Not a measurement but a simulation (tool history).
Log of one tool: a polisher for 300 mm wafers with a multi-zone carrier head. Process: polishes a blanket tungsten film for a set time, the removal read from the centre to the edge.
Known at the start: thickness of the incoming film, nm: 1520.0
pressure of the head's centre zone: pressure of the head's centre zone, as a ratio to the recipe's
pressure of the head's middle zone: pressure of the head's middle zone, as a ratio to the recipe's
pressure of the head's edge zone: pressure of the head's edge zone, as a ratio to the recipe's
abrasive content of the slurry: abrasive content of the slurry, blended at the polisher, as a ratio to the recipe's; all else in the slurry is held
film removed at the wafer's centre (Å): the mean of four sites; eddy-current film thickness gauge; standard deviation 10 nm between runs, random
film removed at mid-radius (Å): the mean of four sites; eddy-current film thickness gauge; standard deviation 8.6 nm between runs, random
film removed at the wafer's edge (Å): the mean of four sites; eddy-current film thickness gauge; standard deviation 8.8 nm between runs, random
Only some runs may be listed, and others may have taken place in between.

run	hour	flow of slurry (ml/min)	pressure of the head's centre zone	pressure of the head's middle zone	pressure of the head's edge zone	abrasive content of the slurry	polishing time (s)	film removed at the wafer's centre (Å)	film removed at mid-radius (Å)	film removed at the wafer's edge (Å)
1	0.0	190	1.00	1.00	1.00	1.0	66	6067.6	5585.4	5615.2
2	2.0	190	0.99	0.98	1.04	1.1	67	6290.5	5984.5	6000.0
3	7.6	190	0.99	0.98	0.99	1.1	67	6084.9	5992.6	5768.1
4	9.2	190	0.99	0.95	1.04	1.1	68	6218.0	6003.2	6128.0
5	11.7	190	0.99	0.98	1.04	1.1	68	6259.0	6126.4	6119.5
6	15.2	170	0.99	0.98	1.04	1.1	68	6096.0	5847.6	6038.4

Expected results for the next run?
7	20.3	170	1.00	0.96	1.07	1.1	69	?	?	?

Run 7 yielded film removed at the wafer's centre (Å) 6121.4, film removed at mid-radius (Å) 5962.2, film removed at the wafer's edge (Å) 6111.3.
